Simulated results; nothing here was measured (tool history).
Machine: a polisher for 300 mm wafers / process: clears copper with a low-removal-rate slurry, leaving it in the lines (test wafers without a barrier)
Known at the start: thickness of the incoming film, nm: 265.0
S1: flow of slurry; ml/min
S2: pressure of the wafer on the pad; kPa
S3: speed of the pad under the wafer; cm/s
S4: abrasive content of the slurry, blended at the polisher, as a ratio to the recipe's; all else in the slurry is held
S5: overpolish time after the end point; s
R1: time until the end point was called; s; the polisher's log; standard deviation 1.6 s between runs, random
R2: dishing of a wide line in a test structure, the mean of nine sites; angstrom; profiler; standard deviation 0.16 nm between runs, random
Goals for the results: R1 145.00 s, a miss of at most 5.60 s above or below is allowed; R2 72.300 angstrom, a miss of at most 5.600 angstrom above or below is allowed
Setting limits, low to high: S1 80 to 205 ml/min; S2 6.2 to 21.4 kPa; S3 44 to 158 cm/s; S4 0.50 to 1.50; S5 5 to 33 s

run 1 hour=0.0 | S1=135 S2=13.8 S3=100 S4=1.00 S5=17 | R1=133.06 R2=244.290
run 2 hour=2.4 | S1=135 S2=13.1 S3=104 S4=1.00 S5=14 | R1=132.26 R2=203.630
run 3 hour=8.3 | S1=135 S2=13.1 S3=104 S4=1.05 S5=14 | R1=132.01 R2=205.850
run 4 hour=15.3 | S1=135 S2=10.3 S3=104 S4=1.05 S5=14 | R1=158.27 R2=178.760
run 5 hour=22.0 | S1=135 S2=7.6 S3=104 S4=1.05 S5=14 | R1=194.17 R2=147.190
run 6 hour=29.3 | S1=140 S2=8.3 S3=106 S4=0.95 S5=12 | R1=180.08 R2=130.130
run 7 hour=36.8 | S1=155 S2=8.3 S3=108 S4=0.85 S5=10 | R1=180.60 R2=113.490
run 8 hour=43.5 | S1=165 S2=8.3 S3=112 S4=0.75 S5=9 | R1=174.46 R2=100.610
run 9 hour=47.2 | S1=175 S2=8.3 S3=114 S4=0.70 S5=8 | R1=176.07 R2=95.405
run 10 hour=51.8 | S1=140 S2=7.6 S3=122 S4=0.95 S5=5 | R1=169.79 R2=62.852
run 11 hour=56.2 | S1=140 S2=7.6 S3=124 S4=0.95 S5=5 | R1=170.25 R2=63.410
run 12 hour=56.8 | S1=140 S2=7.6 S3=126 S4=0.95 S5=5 | R1=165.33 R2=62.841

Which single option among these 4 for the next run brings every result within its allowed miss of target? Just one does.
run A hour=57.4 | S1=125 S2=6.9 S3=122 S4=0.80 S5=6 | R1=? R2=?
run B hour=57.4 | S1=135 S2=9.7 S3=122 S4=1.00 S5=5 | R1=? R2=?
run C hour=57.4 | S1=160 S2=8.3 S3=102 S4=0.95 S5=7 | R1=? R2=?
run D hour=57.4 | S1=120 S2=6.2 S3=118 S4=1.15 S5=5 | R1=? R2=?

move=A R1=189.14 R2=66.083
move=B R1=144.25 R2=72.235
move=C R1=184.75 R2=78.557
move=D R1=197.14 R2=53.168
A: misses by more than the last run did
B: in spec on every target
C: misses by more than the last run did
D: misses by more than the last run did
So the answer is move B, the one that meets all the targets.
